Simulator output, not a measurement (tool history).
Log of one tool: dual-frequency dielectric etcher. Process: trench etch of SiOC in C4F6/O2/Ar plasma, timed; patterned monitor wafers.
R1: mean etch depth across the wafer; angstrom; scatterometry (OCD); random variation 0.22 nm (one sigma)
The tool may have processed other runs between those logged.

Run 1, hour 0: source power (kW) 0.32, bias power (kW) 0.199, etch time (s) 30.5. Result: R1 594.96 angstrom.
Run 2, hour 1.2: source power (kW) 0.32, bias power (kW) 0.199, etch time (s) 30.5. Result: R1 593.73 angstrom.
Run 3, hour 2.3: source power (kW) 0.3, bias power (kW) 0.196, etch time (s) 30.5. Result: R1 570.95 angstrom.
Run 4, hour 4.8: source power (kW) 0.3, bias power (kW) 0.231, etch time (s) 30.5. Result: R1 601.6 angstrom.
Run 5, hour 6.9: source power (kW) 0.3, bias power (kW) 0.203, etch time (s) 30.5. Result: R1 577.78 angstrom.
Run 6, hour 10.7: source power (kW) 0.29, bias power (kW) 0.201, etch time (s) 30.5. Result: R1 566.26 angstrom.
Run 7, hour 15.4: source power (kW) 0.28, bias power (kW) 0.2, etch time (s) 30.5. Result: R1 551.86 angstrom.

Predict the results of run 8:
Run 8, hour 17.1: source power (kW) 0.27, bias power (kW) 0.199, etch time (s) 30.5. Result: R1 ?.

R1: 538.77 angstrom
